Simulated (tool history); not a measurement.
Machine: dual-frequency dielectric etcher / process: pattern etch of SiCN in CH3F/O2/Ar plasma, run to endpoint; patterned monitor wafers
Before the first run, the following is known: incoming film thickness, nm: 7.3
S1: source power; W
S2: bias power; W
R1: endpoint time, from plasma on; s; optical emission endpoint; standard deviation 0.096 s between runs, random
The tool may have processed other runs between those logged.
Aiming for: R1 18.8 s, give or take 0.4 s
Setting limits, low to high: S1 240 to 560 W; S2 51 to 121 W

| run | hour | S1 | S2 | R1 |
|---|---|---|---|---|
| 1 | 0 | 400 | 86 | 17.119 |
| 2 | 7.8 | 380 | 85 | 17.606 |
| 3 | 14 | 380 | 91 | 17.363 |
| 4 | 16.7 | 380 | 103 | 16.802 |
| 5 | 20.6 | 450 | 103 | 15.414 |
| 6 | 24 | 410 | 101 | 16.127 |
| 7 | 27.9 | 380 | 100 | 16.944 |
| 8 | 29.4 | 380 | 100 | 16.88 |
| 9 | 35.6 | 360 | 99 | 17.386 |

Which of these 5 next moves meets every target?
| A | 41.8 | 320 | 94 | ? |
| B | 41.8 | 290 | 93 | ? |
| C | 41.8 | 410 | 69 | ? |
| D | 41.8 | 490 | 76 | ? |
| E | 41.8 | 240 | 117 | ? |

| move | R1 |
|---|---|
| A | 18.843 |
| B | 19.972 |
| C | 17.941 |
| D | 16.053 |
| E | 20.917 |
A: all results land within tolerance of their targets
B: the result that was furthest off in the last run now lies on the other side of its target
C: nearer the targets than the last run, but a result is still out of spec
D: misses by more than the last run did
E: the result that was furthest off in the last run now lies on the other side of its target
Correct choice: A, which meets every target

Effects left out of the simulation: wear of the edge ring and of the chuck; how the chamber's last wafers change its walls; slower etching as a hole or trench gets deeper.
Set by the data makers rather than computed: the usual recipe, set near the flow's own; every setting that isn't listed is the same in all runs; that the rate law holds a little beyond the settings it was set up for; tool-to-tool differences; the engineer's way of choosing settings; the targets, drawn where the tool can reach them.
